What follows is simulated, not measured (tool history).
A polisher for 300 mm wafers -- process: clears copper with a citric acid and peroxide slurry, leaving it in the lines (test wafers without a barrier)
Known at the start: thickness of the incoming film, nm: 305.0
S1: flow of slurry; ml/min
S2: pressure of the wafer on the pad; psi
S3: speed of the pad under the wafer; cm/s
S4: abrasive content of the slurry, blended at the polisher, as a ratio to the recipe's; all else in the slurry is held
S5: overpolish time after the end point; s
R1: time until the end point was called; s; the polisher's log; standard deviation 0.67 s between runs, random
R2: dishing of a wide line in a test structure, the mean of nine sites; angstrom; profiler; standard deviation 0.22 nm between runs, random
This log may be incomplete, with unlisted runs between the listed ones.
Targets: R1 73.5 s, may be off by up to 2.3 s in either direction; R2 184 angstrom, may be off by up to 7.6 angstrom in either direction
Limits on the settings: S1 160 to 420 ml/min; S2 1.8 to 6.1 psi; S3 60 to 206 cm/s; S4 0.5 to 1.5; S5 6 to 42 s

run,hour,S1,S2,S3,S4,S5,R1,R2
1,0,270,3.9,132,1,21,73.891,571
2,4.6,270,3.9,110,1,21,88.382,477.11
3,7.1,270,3.9,110,1,28,88.928,610.92
4,10.2,270,4.7,110,1,28,79.284,658.16
5,11.7,280,5.1,96,1.05,22,84.867,534.89
6,15.8,245,4.2,114,0.9,17,85.049,423.16
7,22.3,245,4.2,114,0.9,17,83.998,419.43
8,22.9,220,4.4,114,0.8,14,83.447,358.21
9,23.7,205,4.9,108,0.7,12,86.312,306.62
# hour 31.2: slurry nozzle cleaned
10,31.2,190,5.2,106,0.65,10,82.801,270.3
11,37.6,180,5.5,104,0.6,9,81.109,245.1
12,39.3,175,5.7,102,0.55,8,82.095,221.21

Below are 4 possible settings for the next run. Only one of them brings all results inside the allowed miss of their targets. Which is it?
A,41,160,5.5,110,0.5,6,?,?
B,41,210,6.1,106,0.55,6,?,?
C,41,205,5.6,94,0.75,6,?,?
D,41,190,6.1,98,0.55,6,?,?

move,R1,R2
A,79.202,170.51
B,72.147,186.5
C,83.383,162.38
D,78.884,171.32
A: takes the result that was furthest off past its target
B: in spec on every target
C: takes the result that was furthest off past its target
D: takes the result that was furthest off past its target
B is the move that brings every result within its allowed miss.

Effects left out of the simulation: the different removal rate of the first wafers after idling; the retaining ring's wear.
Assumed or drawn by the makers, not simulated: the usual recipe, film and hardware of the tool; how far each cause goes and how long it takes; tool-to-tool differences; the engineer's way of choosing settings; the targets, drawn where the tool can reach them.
